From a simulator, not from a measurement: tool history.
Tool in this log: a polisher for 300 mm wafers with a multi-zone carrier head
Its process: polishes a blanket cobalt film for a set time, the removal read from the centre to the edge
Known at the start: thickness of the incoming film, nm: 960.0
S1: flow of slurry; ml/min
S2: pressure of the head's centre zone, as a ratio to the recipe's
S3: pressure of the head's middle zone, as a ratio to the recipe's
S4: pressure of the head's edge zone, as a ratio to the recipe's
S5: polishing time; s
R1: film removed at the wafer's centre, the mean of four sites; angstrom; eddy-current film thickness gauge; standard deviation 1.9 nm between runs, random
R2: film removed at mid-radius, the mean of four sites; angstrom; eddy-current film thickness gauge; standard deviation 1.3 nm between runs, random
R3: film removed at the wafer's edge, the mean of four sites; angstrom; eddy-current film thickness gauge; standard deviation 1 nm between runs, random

run	hour	S1	S2	S3	S4	S5	R1	R2	R3
1	0	255	1	1	1	41	1526.4	1570.3	1484.3
2	1.2	250	1	0.96	0.96	39	1466.4	1468.1	1393.9
3	4.5	250	1	0.96	0.96	49	1815.9	1845.2	1761.7
4	8.9	250	1	0.93	0.96	49	1847.7	1752.6	1762.2
5	12.2	250	1	0.89	0.96	49	1828.3	1702	1743
6	17.5	250	1	0.81	0.96	49	1800.6	1607.7	1727

Expected results for the next run?
7	18.1	245	0.99	0.81	0.92	45	?	?	?

R1: 1712.7 angstrom
R2: 1488 angstrom
R3: 1580.3 angstrom
